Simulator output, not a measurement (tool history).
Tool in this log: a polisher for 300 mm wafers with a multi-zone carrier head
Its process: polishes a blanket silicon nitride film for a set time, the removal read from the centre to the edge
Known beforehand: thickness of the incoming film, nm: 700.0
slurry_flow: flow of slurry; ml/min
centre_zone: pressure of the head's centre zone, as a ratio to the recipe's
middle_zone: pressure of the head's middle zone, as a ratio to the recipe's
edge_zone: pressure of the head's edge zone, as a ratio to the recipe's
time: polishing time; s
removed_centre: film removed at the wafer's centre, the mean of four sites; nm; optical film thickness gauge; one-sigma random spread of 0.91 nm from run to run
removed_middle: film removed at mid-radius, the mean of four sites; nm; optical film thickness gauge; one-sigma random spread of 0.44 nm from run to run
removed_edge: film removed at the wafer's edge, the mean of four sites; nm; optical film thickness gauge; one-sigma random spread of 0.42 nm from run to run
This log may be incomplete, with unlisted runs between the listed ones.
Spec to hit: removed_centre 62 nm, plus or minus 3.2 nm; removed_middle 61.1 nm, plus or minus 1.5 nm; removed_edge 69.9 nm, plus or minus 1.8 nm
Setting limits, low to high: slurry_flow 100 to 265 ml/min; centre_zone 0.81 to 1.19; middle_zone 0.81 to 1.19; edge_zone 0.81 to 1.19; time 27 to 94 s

run,hour,slurry_flow,centre_zone,middle_zone,edge_zone,time,removed_centre,removed_middle,removed_edge
1,0,170,1,1,1,60,79.377,80.071,79.816
2,6.1,130,1,1,1,60,77.034,76.672,77.326
3,14.7,105,1,1,1,60,71.527,72.653,74.058
4,21.2,105,0.99,0.98,1,60,69.1,71.402,75.097
5,24.2,105,0.99,0.97,0.99,60,70.912,71.01,73.65
6,31.5,105,0.99,0.97,0.99,70,82.806,81.658,86.295
7,36.9,105,0.98,0.96,0.98,69,79.996,81.107,84.521
8,38.6,105,0.98,0.95,0.98,68,79.228,77.842,83.514
9,45.6,105,0.97,0.94,0.97,67,76.049,76.255,81.743

Which single option among these 5 for the next run brings every result within its allowed miss of target? Just one does.
A,52.6,105,0.97,0.96,1.05,75,?,?,?
B,52.6,145,0.93,0.82,0.99,57,?,?,?
C,52.6,110,0.82,1.19,0.83,59,?,?,?
D,52.6,100,0.96,0.9,1.03,56,?,?,?
E,52.6,100,0.88,0.89,0.97,61,?,?,?

move,removed_centre,removed_middle,removed_edge
A,84.138,85.933,95.038
B,67.174,62.621,74.427
C,56.836,81.726,67.409
D,61.083,60.058,69.636
E,60.944,64.881,73.696
A: lands further from the targets than the last run did
B: nearer the targets than the last run, but a result is still out of spec
C: lands further from the targets than the last run did
D: all results in spec
E: nearer the targets than the last run, but a result is still out of spec
The right move is D.

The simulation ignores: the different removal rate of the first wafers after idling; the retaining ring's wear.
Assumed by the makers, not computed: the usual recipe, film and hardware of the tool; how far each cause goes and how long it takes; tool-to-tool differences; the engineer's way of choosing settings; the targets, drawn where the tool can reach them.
